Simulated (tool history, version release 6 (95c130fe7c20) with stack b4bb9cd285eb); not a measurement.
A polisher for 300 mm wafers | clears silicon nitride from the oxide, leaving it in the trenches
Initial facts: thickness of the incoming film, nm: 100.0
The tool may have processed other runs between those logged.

run	day	flow of slurry (ml/min)	pressure of the wafer on the pad (psi)	speed of the pad under the wafer (cm/s)	overpolish time after the end point (s)	time until the end point was called (s)
1	0	155	3.2	110	45	102.06
2	0.246	155	2.9	108	45	111.42
3	0.379	155	2.7	106	45	122.25
4	0.404	175	2.7	106	45	117.36
5	0.438	175	2.7	124	45	99.246
6	0.708	175	3.2	124	45	89.772
7	1.062	175	2.8	120	45	101.49

Run 8, settings as shown, results not yet in. Your forecast:
8	1.325	175	2.5	118	45	?

Logged for run 8: time until the end point was called (s) 114.87.
